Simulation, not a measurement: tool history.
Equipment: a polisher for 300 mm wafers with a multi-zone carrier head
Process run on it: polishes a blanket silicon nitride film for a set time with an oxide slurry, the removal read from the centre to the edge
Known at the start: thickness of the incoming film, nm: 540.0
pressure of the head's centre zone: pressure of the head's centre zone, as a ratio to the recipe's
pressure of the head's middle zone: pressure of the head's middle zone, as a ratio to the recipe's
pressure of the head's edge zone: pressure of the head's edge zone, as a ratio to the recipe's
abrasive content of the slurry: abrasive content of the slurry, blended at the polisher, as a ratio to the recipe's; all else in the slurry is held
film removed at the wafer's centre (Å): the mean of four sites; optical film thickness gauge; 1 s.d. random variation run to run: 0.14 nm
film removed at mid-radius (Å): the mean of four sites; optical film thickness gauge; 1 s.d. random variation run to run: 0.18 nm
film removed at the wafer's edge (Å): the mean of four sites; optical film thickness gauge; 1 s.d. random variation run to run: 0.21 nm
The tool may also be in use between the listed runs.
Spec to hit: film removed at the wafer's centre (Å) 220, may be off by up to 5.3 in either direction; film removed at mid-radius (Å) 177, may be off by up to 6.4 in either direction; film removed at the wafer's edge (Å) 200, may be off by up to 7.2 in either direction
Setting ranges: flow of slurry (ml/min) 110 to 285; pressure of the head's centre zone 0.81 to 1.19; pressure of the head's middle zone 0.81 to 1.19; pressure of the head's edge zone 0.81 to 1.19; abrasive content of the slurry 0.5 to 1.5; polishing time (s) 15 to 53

run,hour,flow of slurry (ml/min),pressure of the head's centre zone,pressure of the head's middle zone,pressure of the head's edge zone,abrasive content of the slurry,polishing time (s),film removed at the wafer's centre (Å),film removed at mid-radius (Å),film removed at the wafer's edge (Å)
1,0,180,1,1,1,1,34,181.72,181.59,180.71
2,1.8,180,1,1,1,1,41,216.46,223.41,215.68
3,5.6,180,1,0.95,1,1,41,216.26,213,218.1
4,14.1,180,1,1.02,1,1,41,217.68,226.26,214.9
5,15.3,170,1.02,0.97,0.98,1,41,220.98,213.64,212.09
6,19.1,170,1.02,0.97,0.98,1.15,41,238.19,229.86,226.21
7,26.2,160,1.03,0.93,0.96,1.1,41,231.96,217.83,221.05
8,31.4,155,1.05,0.9,0.95,1.05,41,229.67,205.4,214.35
9,39.5,150,1.06,0.88,0.94,1,41,225.21,197.12,208.62

Below are 4 possible settings for the next run. Only one of them brings all results inside the allowed miss of their targets. Which is it?
A,47.6,185,0.98,0.94,0.89,0.9,44,?,?,?
B,47.6,125,1.01,0.81,0.97,0.9,45,?,?,?
C,47.6,145,1.09,0.81,0.96,0.9,41,?,?,?
D,47.6,150,0.97,0.92,0.85,0.95,45,?,?,?

move,film removed at the wafer's centre (Å),film removed at mid-radius (Å),film removed at the wafer's edge (Å)
A,216.86,214.24,205.44
B,217.49,190.25,212.21
C,218.12,176.23,194.75
D,220.12,217.27,208.32
A: further off than the last run
B: better than the last run, though not everything is in spec
C: all results land within tolerance of their targets
D: further off than the last run
Correct choice: C, which meets every target
